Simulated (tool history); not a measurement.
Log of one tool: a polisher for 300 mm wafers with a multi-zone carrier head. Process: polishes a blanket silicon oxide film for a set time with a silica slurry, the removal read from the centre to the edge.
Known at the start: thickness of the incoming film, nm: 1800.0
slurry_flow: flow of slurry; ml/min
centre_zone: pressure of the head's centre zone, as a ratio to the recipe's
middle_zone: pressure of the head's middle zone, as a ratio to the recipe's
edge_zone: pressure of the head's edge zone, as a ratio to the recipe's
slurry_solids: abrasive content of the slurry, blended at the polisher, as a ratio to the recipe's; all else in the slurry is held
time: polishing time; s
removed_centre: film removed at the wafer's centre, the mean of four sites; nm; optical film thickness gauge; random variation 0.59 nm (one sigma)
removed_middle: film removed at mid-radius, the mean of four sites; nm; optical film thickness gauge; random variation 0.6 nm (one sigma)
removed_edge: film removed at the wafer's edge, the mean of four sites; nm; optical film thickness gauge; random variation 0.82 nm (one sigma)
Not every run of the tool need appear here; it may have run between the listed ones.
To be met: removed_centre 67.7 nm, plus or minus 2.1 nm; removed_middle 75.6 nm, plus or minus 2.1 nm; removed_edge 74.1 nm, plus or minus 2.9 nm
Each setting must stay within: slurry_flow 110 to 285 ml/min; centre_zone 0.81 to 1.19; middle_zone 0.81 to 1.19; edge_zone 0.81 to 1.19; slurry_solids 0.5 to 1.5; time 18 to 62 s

Run 1, hour 0: slurry_flow 180 ml/min, centre_zone 1, middle_zone 1, edge_zone 1, slurry_solids 1, time 40 s. Result: removed_centre 88.176 nm, removed_middle 87.498 nm, removed_edge 90.037 nm.
Run 2, hour 8.9: slurry_flow 160 ml/min, centre_zone 1, middle_zone 1, edge_zone 1, slurry_solids 1, time 40 s. Result: removed_centre 85.839 nm, removed_middle 86.664 nm, removed_edge 89.406 nm.
Run 3, hour 17.7: slurry_flow 160 ml/min, centre_zone 1, middle_zone 1, edge_zone 1, slurry_solids 0.85, time 40 s. Result: removed_centre 82.508 nm, removed_middle 81.152 nm, removed_edge 85.366 nm.
Run 4, hour 23.6: slurry_flow 160 ml/min, centre_zone 1, middle_zone 1, edge_zone 1, slurry_solids 0.85, time 47 s. Result: removed_centre 97.885 nm, removed_middle 95.546 nm, removed_edge 99.621 nm.
Run 5, hour 32: slurry_flow 160 ml/min, centre_zone 1, middle_zone 1, edge_zone 0.95, slurry_solids 0.85, time 47 s. Result: removed_centre 95.921 nm, removed_middle 97.94 nm, removed_edge 95.897 nm.
Run 6, hour 36.6: slurry_flow 160 ml/min, centre_zone 0.99, middle_zone 0.99, edge_zone 0.94, slurry_solids 0.8, time 47 s. Result: removed_centre 93.536 nm, removed_middle 94.596 nm, removed_edge 94.291 nm.
Run 7, hour 40.6: slurry_flow 160 ml/min, centre_zone 0.98, middle_zone 0.99, edge_zone 0.93, slurry_solids 0.75, time 47 s. Result: removed_centre 91.652 nm, removed_middle 93.047 nm, removed_edge 91.395 nm.
Run 8, hour 44: slurry_flow 125 ml/min, centre_zone 0.88, middle_zone 0.92, edge_zone 0.86, slurry_solids 0.5, time 45 s. Result: removed_centre 67.146 nm, removed_middle 69.756 nm, removed_edge 72.836 nm.
Run 9, hour 50.5: slurry_flow 130 ml/min, centre_zone 0.88, middle_zone 0.93, edge_zone 0.86, slurry_solids 0.5, time 45 s. Result: removed_centre 67.643 nm, removed_middle 70.959 nm, removed_edge 74.015 nm.
Run 10, hour 53.8: slurry_flow 130 ml/min, centre_zone 0.88, middle_zone 0.94, edge_zone 0.86, slurry_solids 0.5, time 45 s. Result: removed_centre 67.376 nm, removed_middle 71.704 nm, removed_edge 74.596 nm.

Consider the 5 candidate settings below. Which is the only one whose results all fall within their allowed miss of target?
Run A, hour 57.1: slurry_flow 150 ml/min, centre_zone 0.89, middle_zone 0.88, edge_zone 0.86, slurry_solids 0.5, time 43 s. Result: removed_centre ?, removed_middle ?, removed_edge ?.
Run B, hour 57.1: slurry_flow 110 ml/min, centre_zone 0.86, middle_zone 0.84, edge_zone 0.91, slurry_solids 0.5, time 48 s. Result: removed_centre ?, removed_middle ?, removed_edge ?.
Run C, hour 57.1: slurry_flow 130 ml/min, centre_zone 0.86, middle_zone 0.88, edge_zone 0.91, slurry_solids 0.5, time 45 s. Result: removed_centre ?, removed_middle ?, removed_edge ?.
Run D, hour 57.1: slurry_flow 110 ml/min, centre_zone 0.87, middle_zone 0.89, edge_zone 0.87, slurry_solids 0.6, time 45 s. Result: removed_centre ?, removed_middle ?, removed_edge ?.
Run E, hour 57.1: slurry_flow 110 ml/min, centre_zone 0.88, middle_zone 1, edge_zone 0.83, slurry_solids 0.7, time 43 s. Result: removed_centre ?, removed_middle ?, removed_edge ?.

move  removed_centre  removed_middle  removed_edge
   A          67.941          66.965        72.692
   B          67.309          66.287         78.67
   C          66.695          67.744        76.199
   D          67.027          68.619         76.02
   E          67.621          75.615          74.3
A: misses by more than the last run did
B: misses by more than the last run did
C: misses by more than the last run did
D: misses by more than the last run did
E: all results in spec
So the answer is move E, the one that meets all the targets.
